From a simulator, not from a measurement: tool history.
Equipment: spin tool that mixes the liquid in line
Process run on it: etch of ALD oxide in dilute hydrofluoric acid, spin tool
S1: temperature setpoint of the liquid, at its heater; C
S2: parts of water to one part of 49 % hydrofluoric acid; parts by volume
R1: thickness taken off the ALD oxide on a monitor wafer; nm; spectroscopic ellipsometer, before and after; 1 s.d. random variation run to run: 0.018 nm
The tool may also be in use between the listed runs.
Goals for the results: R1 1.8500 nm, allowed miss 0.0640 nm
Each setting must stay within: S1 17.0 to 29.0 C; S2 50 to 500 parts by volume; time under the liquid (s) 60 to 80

{"run": 1, "hour": 0.0, "S1": 21.0, "S2": 275, "time under the liquid (s)": 80, "R1": 3.2666}
{"run": 2, "hour": 1.7, "S1": 20.5, "S2": 295, "time under the liquid (s)": 80, "R1": 2.9829}
{"run": 3, "hour": 5.0, "S1": 20.0, "S2": 315, "time under the liquid (s)": 80, "R1": 2.6923}
{"run": 4, "hour": 6.9, "S1": 20.0, "S2": 255, "time under the liquid (s)": 80, "R1": 3.485}
{"run": 5, "hour": 13.2, "S1": 19.5, "S2": 280, "time under the liquid (s)": 80, "R1": 3.0471}
{"run": 6, "hour": 15.5, "S1": 19.5, "S2": 315, "time under the liquid (s)": 80, "R1": 2.6303}
{"run": 7, "hour": 24.4, "S1": 19.0, "S2": 330, "time under the liquid (s)": 80, "R1": 2.4387}
{"run": 8, "hour": 32.0, "S1": 18.5, "S2": 340, "time under the liquid (s)": 80, "R1": 2.3254}
{"run": 9, "hour": 36.2, "S1": 18.5, "S2": 350, "time under the liquid (s)": 80, "R1": 2.2305}

Pick the move, out of 4, that brings all results within their allowed miss; only one does.
{"run": "A", "hour": 40.4, "S1": 19.0, "S2": 350, "time under the liquid (s)": 60, "R1": "?"}
{"run": "B", "hour": 40.4, "S1": 18.5, "S2": 375, "time under the liquid (s)": 80, "R1": "?"}
{"run": "C", "hour": 40.4, "S1": 17.5, "S2": 335, "time under the liquid (s)": 60, "R1": "?"}
{"run": "D", "hour": 40.4, "S1": 17.0, "S2": 310, "time under the liquid (s)": 60, "R1": "?"}

move=A R1=1.7124
move=B R1=2.0502
move=C R1=1.7149
move=D R1=1.8569
A: pushes the last run's worst result past its target
B: nearer than the last run, and not there yet
C: pushes the last run's worst result past its target
D: all results land within tolerance of their targets
Answer: D
